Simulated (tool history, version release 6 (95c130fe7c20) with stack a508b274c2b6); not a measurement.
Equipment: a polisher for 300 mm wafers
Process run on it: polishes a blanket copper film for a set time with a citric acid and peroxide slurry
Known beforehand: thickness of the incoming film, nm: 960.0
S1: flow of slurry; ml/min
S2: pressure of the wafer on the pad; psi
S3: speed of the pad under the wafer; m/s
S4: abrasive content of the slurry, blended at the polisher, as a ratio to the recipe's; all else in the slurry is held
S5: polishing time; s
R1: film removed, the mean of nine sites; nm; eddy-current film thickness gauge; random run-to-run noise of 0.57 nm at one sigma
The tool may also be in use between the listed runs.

run	hour	S1	S2	S3	S4	S5	R1
1	0.0	240	4.2	0.80	1.0	34	74.026
2	4.5	240	3.7	0.80	1.0	34	67.468
3	9.0	240	3.0	0.80	1.0	34	53.453
4	16.9	240	3.8	0.80	1.0	34	66.999
5	20.9	240	3.8	0.80	0.9	34	66.875
6	26.1	240	3.8	0.88	0.9	34	73.350
7	34.0	240	3.4	0.88	0.9	34	64.897

What does the tool deliver on the next run?
8	41.8	240	3.1	0.88	0.9	34	?

{"run 8": {"R1": 59.335}}
